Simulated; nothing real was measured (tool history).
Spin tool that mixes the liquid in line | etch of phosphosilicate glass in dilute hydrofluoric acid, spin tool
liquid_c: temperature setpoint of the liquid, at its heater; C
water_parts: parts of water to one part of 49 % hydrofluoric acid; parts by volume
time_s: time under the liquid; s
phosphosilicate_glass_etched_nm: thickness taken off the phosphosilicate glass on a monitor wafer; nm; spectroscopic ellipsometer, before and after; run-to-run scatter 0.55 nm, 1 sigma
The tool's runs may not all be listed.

run,day,liquid_c,water_parts,time_s,phosphosilicate_glass_etched_nm
1,0.000,20.0,265,120,66.071
2,0.367,23.5,265,120,74.761
3,0.450,25.0,265,120,79.447
4,0.529,25.0,340,120,57.498
5,0.804,25.5,320,120,63.173
6,0.879,26.0,300,120,69.678
7,1.112,28.0,195,120,127.940
8,1.267,27.5,195,120,127.620

Expected results for the next run?
9,1.429,27.0,195,120,?

{"run 9": {"phosphosilicate_glass_etched_nm": 124.58}}

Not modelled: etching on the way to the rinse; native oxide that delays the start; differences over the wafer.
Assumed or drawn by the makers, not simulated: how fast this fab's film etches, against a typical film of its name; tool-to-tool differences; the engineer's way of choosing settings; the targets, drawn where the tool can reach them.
